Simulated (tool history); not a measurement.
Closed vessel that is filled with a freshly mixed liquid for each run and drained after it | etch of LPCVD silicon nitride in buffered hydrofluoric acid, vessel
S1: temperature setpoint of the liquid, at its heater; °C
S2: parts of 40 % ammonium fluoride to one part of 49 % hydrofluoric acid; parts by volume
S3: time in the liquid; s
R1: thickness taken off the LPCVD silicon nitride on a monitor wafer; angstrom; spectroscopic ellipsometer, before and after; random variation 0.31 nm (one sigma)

run	hour	S1	S2	S3	R1
1	0.0	21.0	15.0	3050	261.59
2	4.3	22.5	15.0	3050	284.13
3	12.1	22.5	15.0	3260	304.82
4	13.2	25.0	15.0	3260	347.31
5	14.2	26.0	14.0	3260	394.16
6	16.7	26.0	14.0	3260	400.13
7	20.2	27.0	13.5	3260	434.62

Forecast run 8:
8	27.3	27.5	13.5	3260	?

Run 8 gave R1 446.21 angstrom.
